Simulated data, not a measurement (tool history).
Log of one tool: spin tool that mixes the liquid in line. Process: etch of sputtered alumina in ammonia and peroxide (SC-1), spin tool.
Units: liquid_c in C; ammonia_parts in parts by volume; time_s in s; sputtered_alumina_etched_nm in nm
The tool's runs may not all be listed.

{"run": 1, "day": 0.0, "liquid_c": 48, "ammonia_parts": 0.8, "time_s": 280, "sputtered_alumina_etched_nm": 15.705}
{"run": 2, "day": 0.217, "liquid_c": 48, "ammonia_parts": 0.95, "time_s": 280, "sputtered_alumina_etched_nm": 15.841}
{"run": 3, "day": 0.433, "liquid_c": 48, "ammonia_parts": 1.05, "time_s": 280, "sputtered_alumina_etched_nm": 16.084}
{"run": 4, "day": 0.688, "liquid_c": 48, "ammonia_parts": 1.2, "time_s": 280, "sputtered_alumina_etched_nm": 16.411}
{"run": 5, "day": 0.896, "liquid_c": 48, "ammonia_parts": 1.2, "time_s": 305, "sputtered_alumina_etched_nm": 17.784}
{"run": 6, "day": 1.108, "liquid_c": 50, "ammonia_parts": 1.2, "time_s": 305, "sputtered_alumina_etched_nm": 19.905}
{"run": 7, "day": 1.154, "liquid_c": 50, "ammonia_parts": 1.2, "time_s": 305, "sputtered_alumina_etched_nm": 19.799}

Forecast run 8:
{"run": 8, "day": 1.346, "liquid_c": 50, "ammonia_parts": 1.2, "time_s": 305, "sputtered_alumina_etched_nm": "?"}

sputtered_alumina_etched_nm: 19.844 nm

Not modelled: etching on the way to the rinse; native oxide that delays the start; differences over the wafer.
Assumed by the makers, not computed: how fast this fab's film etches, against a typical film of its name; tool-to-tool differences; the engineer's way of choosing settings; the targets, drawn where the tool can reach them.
